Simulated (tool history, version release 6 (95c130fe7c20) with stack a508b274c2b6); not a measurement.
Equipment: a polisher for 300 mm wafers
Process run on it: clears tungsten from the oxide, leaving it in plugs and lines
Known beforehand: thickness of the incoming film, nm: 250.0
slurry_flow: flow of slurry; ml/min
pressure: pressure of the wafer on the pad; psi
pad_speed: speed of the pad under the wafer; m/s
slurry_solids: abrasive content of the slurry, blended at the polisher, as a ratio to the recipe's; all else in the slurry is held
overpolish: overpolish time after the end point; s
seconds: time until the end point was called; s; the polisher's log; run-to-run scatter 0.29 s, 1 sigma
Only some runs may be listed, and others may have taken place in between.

run	hour	slurry_flow	pressure	pad_speed	slurry_solids	overpolish	seconds
1	0.0	280	3.4	0.94	1.0	34	64.868
2	5.4	280	3.9	0.98	1.0	34	54.755
3	14.3	280	4.4	0.98	1.0	34	47.977
4	17.5	280	4.4	0.82	1.0	34	58.436
5	19.4	280	4.6	0.90	1.0	34	50.973
6	23.9	280	4.6	0.78	1.0	34	57.690
7	29.2	280	4.8	0.88	1.0	34	50.387
# hour 31.5: slurry blender recalibrated
8	31.5	280	4.8	0.88	1.0	34	44.330
9	39.2	280	4.9	0.90	1.0	34	43.246

For run 10, what comes out?
10	46.9	280	5.0	0.92	1.0	34	?

{"run 10": {"seconds": 41.68}}
